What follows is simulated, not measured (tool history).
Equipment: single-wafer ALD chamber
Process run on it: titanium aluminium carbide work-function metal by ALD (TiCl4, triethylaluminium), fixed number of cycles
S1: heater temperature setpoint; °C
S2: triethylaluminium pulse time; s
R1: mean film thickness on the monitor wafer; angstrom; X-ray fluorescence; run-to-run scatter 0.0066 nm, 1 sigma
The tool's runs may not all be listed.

Run 1, day 0: S1 305 °C, S2 7.46 s. Result: R1 21.435 angstrom.
Run 2, day 0.212: S1 305 °C, S2 8.67 s. Result: R1 22.027 angstrom.
Run 3, day 0.25: S1 299 °C, S2 8.06 s. Result: R1 21.235 angstrom.
Run 4, day 0.3: S1 295 °C, S2 7.6 s. Result: R1 20.745 angstrom.
Run 5, day 0.533: S1 292 °C, S2 7.23 s. Result: R1 20.165 angstrom.
Run 6, day 0.838: S1 292 °C, S2 5.21 s. Result: R1 18.176 angstrom.

What will run 7 give?
Run 7, day 0.967: S1 296 °C, S2 5.47 s. Result: R1 ?.

Run 7 yielded R1 18.709 angstrom.
